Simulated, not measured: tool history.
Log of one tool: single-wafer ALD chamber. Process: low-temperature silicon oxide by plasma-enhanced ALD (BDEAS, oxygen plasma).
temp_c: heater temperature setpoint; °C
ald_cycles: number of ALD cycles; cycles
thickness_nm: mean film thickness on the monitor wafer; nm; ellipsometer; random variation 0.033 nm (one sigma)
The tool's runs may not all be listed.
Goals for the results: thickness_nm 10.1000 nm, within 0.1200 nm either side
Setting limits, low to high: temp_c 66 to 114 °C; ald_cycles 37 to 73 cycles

| run | hour | temp_c | ald_cycles | thickness_nm |
|---|---|---|---|---|
| 1 | 0.0 | 90 | 55 | 8.5940 |
| 2 | 7.4 | 86 | 56 | 8.8984 |
| 3 | 15.3 | 86 | 48 | 7.6325 |
| 4 | 16.7 | 94 | 48 | 7.3885 |
| 5 | 23.0 | 90 | 50 | 7.7835 |
| 6 | 24.0 | 86 | 52 | 8.3354 |
| 7 | 24.8 | 83 | 53 | 8.5512 |
| 8 | 28.0 | 80 | 54 | 8.7970 |
| 9 | 33.3 | 78 | 55 | 9.0412 |
| 10 | 34.1 | 76 | 56 | 9.2388 |
| 11 | 34.8 | 76 | 56 | 9.2386 |
| 12 | 39.4 | 74 | 57 | 9.5204 |
| 13 | 41.9 | 73 | 57 | 9.4845 |
| 14 | 49.5 | 72 | 57 | 9.5899 |
| 15 | 56.0 | 71 | 57 | 9.6628 |
| 16 | 58.4 | 70 | 57 | 9.6299 |

Which one of the following 4 next-run settings gets every result inside its allowed miss? There is exactly one.
| A | 60.8 | 67 | 61 | ? |
| B | 60.8 | 71 | 62 | ? |
| C | 60.8 | 80 | 62 | ? |
| D | 60.8 | 66 | 60 | ? |

| move | thickness_nm |
|---|---|
| A | 10.4540 |
| B | 10.4710 |
| C | 10.1230 |
| D | 10.3200 |
A: the result that was furthest off in the last run now lies on the other side of its target
B: the result that was furthest off in the last run now lies on the other side of its target
C: all results in spec
D: the result that was furthest off in the last run now lies on the other side of its target
The right move is C.
